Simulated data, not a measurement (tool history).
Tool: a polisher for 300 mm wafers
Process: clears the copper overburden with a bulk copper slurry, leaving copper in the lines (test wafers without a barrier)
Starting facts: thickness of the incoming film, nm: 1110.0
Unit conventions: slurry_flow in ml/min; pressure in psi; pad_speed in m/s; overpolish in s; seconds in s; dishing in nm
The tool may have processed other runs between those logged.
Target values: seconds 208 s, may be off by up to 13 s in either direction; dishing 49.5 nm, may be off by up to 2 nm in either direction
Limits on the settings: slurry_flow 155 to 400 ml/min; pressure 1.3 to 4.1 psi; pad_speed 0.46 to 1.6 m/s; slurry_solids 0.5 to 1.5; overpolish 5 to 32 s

{"run": 1, "hour": 0.0, "slurry_flow": 255, "pressure": 2.7, "pad_speed": 1.02, "slurry_solids": 1, "overpolish": 16, "seconds": 138.26, "dishing": 76.211}
{"run": 2, "hour": 7.2, "slurry_flow": 255, "pressure": 2.5, "pad_speed": 1.02, "slurry_solids": 1, "overpolish": 16, "seconds": 143.85, "dishing": 73.165}
{"run": 3, "hour": 11.0, "slurry_flow": 255, "pressure": 2.3, "pad_speed": 1, "slurry_solids": 1, "overpolish": 16, "seconds": 157.46, "dishing": 67.605}
{"run": 4, "hour": 12.2, "slurry_flow": 255, "pressure": 2.1, "pad_speed": 1, "slurry_solids": 1, "overpolish": 16, "seconds": 166.66, "dishing": 64.367}
{"run": 5, "hour": 19.8, "slurry_flow": 255, "pressure": 2.4, "pad_speed": 1, "slurry_solids": 1, "overpolish": 16, "seconds": 158.16, "dishing": 69.401}
{"run": 6, "hour": 23.4, "slurry_flow": 255, "pressure": 2.2, "pad_speed": 1, "slurry_solids": 1, "overpolish": 16, "seconds": 159.53, "dishing": 65.86}
{"run": 7, "hour": 28.1, "slurry_flow": 255, "pressure": 2, "pad_speed": 0.98, "slurry_solids": 1, "overpolish": 16, "seconds": 179.55, "dishing": 62.335}
{"run": 8, "hour": 28.7, "slurry_flow": 255, "pressure": 1.9, "pad_speed": 0.98, "slurry_solids": 1, "overpolish": 15, "seconds": 194.08, "dishing": 57.01}
{"run": 9, "hour": 34.3, "slurry_flow": 255, "pressure": 1.8, "pad_speed": 0.98, "slurry_solids": 1, "overpolish": 14, "seconds": 193.38, "dishing": 50.838}
{"run": 10, "hour": 40.2, "slurry_flow": 255, "pressure": 1.8, "pad_speed": 0.98, "slurry_solids": 1, "overpolish": 14, "seconds": 191.8, "dishing": 51.533}

4 next moves are on the table. One of them brings every result within its allowed miss. Which?
{"run": "A", "hour": 46.1, "slurry_flow": 225, "pressure": 2.1, "pad_speed": 1.04, "slurry_solids": 0.75, "overpolish": 14, "seconds": "?", "dishing": "?"}
{"run": "B", "hour": 46.1, "slurry_flow": 350, "pressure": 1.7, "pad_speed": 0.94, "slurry_solids": 1, "overpolish": 14, "seconds": "?", "dishing": "?"}
{"run": "C", "hour": 46.1, "slurry_flow": 340, "pressure": 2.1, "pad_speed": 0.92, "slurry_solids": 1.15, "overpolish": 12, "seconds": "?", "dishing": "?"}
{"run": "D", "hour": 46.1, "slurry_flow": 285, "pressure": 1.6, "pad_speed": 0.94, "slurry_solids": 0.8, "overpolish": 14, "seconds": "?", "dishing": "?"}

move=A seconds=176.11 dishing=55.365
move=B seconds=200.77 dishing=49.302
move=C seconds=168.49 dishing=50.857
move=D seconds=227.8 dishing=44.465
A: further off than the last run
B: meets every target
C: further off than the last run
D: takes the biggest miss from the last run beyond its target
Go with B: it meets all targets.
